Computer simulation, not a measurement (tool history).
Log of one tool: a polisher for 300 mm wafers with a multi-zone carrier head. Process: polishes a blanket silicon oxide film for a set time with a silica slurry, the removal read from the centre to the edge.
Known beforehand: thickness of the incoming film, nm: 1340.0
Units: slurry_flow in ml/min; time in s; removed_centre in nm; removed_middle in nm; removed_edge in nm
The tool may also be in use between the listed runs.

run	hour	slurry_flow	centre_zone	middle_zone	edge_zone	slurry_solids	time	removed_centre	removed_middle	removed_edge
1	0	280	1	1	1	1	35	109.17	109.29	109.77
2	4.6	280	1	1.08	1	1	35	105.83	116.69	107.36
3	13.1	285	0.99	1.1	1	1.1	36	113.77	127.41	114.83
4	17	285	0.99	1.14	1	1.1	36	112.88	133.22	113.96
5	18.3	285	0.95	1.14	1	1.1	36	108.42	130.06	116.35
# hour 22.3: slurry nozzle cleaned
6	22.3	285	0.91	1.14	1	1.1	36	105.44	134.69	118.3
7	29.8	290	0.91	1.15	0.99	1.2	37	114.6	144.37	127.89
8	37.1	320	0.84	1.19	0.89	1.45	44	137.66	192.15	154.6

The next listed run, before its measurement:
9	40.9	320	0.85	1.19	0.89	1.45	44	?	?	?

Run 9 yielded removed_centre 137.01 nm, removed_middle 189.34 nm, removed_edge 149.36 nm.
